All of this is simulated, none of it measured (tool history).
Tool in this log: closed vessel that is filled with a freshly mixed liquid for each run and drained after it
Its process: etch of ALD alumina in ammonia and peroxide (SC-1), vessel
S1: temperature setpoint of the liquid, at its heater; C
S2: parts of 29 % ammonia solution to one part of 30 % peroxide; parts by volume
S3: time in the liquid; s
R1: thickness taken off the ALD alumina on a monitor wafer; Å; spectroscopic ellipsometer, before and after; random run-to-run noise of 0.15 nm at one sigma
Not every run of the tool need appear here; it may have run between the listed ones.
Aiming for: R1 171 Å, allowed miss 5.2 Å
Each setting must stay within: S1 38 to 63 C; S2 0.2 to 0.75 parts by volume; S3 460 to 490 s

| run | hour | S1 | S2 | S3 | R1 |
|---|---|---|---|---|---|
| 1 | 0 | 47 | 0.45 | 460 | 204.05 |
| 2 | 6.2 | 46 | 0.45 | 460 | 192.99 |
| 3 | 10.2 | 52 | 0.45 | 460 | 263.83 |
| 4 | 19.2 | 50 | 0.45 | 460 | 240.31 |
| 5 | 24.6 | 48.5 | 0.45 | 460 | 218.28 |
| 6 | 30.4 | 48.5 | 0.4 | 460 | 219.96 |
| 7 | 33.9 | 47.5 | 0.4 | 460 | 209.67 |
| 8 | 39.4 | 46.5 | 0.4 | 460 | 196.78 |
| 9 | 47.3 | 46 | 0.4 | 460 | 195.43 |
| 10 | 49.4 | 45.5 | 0.4 | 460 | 187.04 |

5 next moves are on the table. One of them brings every result within its allowed miss. Which?
| A | 51.5 | 41.5 | 0.45 | 485 | ? |
| B | 51.5 | 41.5 | 0.4 | 490 | ? |
| C | 51.5 | 43 | 0.45 | 460 | ? |
| D | 51.5 | 43 | 0.4 | 485 | ? |
| E | 51.5 | 41.5 | 0.55 | 485 | ? |

| move | R1 |
|---|---|
| A | 157.24 |
| B | 157.08 |
| C | 162.72 |
| D | 169.64 |
| E | 160.29 |
A: pushes the last run's worst result past its target
B: pushes the last run's worst result past its target
C: pushes the last run's worst result past its target
D: hits every target within its allowed miss
E: pushes the last run's worst result past its target
Correct choice: D, which meets every target
